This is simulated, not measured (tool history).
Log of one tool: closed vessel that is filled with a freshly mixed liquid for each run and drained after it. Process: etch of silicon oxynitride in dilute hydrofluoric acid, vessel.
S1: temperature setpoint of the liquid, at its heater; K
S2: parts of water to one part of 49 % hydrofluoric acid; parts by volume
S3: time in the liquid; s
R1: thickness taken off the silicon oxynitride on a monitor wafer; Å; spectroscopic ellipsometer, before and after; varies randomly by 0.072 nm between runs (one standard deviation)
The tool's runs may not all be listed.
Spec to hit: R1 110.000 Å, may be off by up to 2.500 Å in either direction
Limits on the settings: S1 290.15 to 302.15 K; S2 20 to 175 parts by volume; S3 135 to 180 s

run,day,S1,S2,S3,R1
1,0.000,294.15,95,180,79.386
2,0.150,295.65,95,180,86.180
3,0.475,296.65,95,180,90.666
4,0.529,297.65,95,180,94.304
5,0.767,298.65,95,180,99.420
6,0.975,299.15,95,180,102.240
7,1.038,299.15,95,180,100.440
8,1.429,299.65,95,180,103.490
9,1.471,300.15,95,180,107.060

Next run, 4 choices. One meets every target within its allowed miss, the rest don't. Which?
A,1.512,299.65,90,180,?
B,1.512,296.65,85,180,?
C,1.512,300.15,75,135,?
D,1.512,298.65,85,170,?

move,R1
A,110.500
B,102.000
C,103.230
D,105.930
A: in spec on every target
B: the biggest miss grows against the last run
C: the biggest miss grows against the last run
D: the biggest miss grows against the last run
The move that meets every target is A.
